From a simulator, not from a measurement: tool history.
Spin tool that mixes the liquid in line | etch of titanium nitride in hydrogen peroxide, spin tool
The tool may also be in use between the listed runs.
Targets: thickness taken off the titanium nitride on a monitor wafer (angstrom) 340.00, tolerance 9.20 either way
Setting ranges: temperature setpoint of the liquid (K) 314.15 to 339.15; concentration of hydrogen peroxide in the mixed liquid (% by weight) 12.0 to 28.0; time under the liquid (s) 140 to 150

run,hour,temperature setpoint of the liquid (K),concentration of hydrogen peroxide in the mixed liquid (% by weight),time under the liquid (s),thickness taken off the titanium nitride on a monitor wafer (angstrom)
1,0.0,330.15,19.0,140,182.45
2,6.1,331.65,19.0,140,200.75
3,11.2,331.65,19.0,150,218.06
4,19.3,331.65,16.0,150,209.62
5,23.8,331.65,12.5,150,197.33
6,25.5,327.65,12.5,150,149.69
7,27.5,329.65,13.0,150,174.32
8,35.6,331.65,13.0,150,201.41
9,40.4,331.65,13.0,150,200.66
10,43.0,333.15,13.0,150,221.78
11,50.2,333.15,13.0,150,221.84
12,51.5,334.15,13.0,150,238.34
13,57.7,335.15,13.0,150,253.76

Consider the 4 candidate settings below. Which is the only one whose results all fall within their allowed miss of target?
A,63.9,330.15,14.0,140,?
B,63.9,339.15,14.5,150,?
C,63.9,338.65,12.5,150,?
D,63.9,339.15,14.5,140,?

move,thickness taken off the titanium nitride on a monitor wafer (angstrom)
A,170.87
B,338.17
C,317.23
D,315.62
A: the biggest miss grows against the last run
B: meets every target
C: closer than the last run, but not yet in spec
D: closer than the last run, but not yet in spec
Correct choice: B, which meets every target
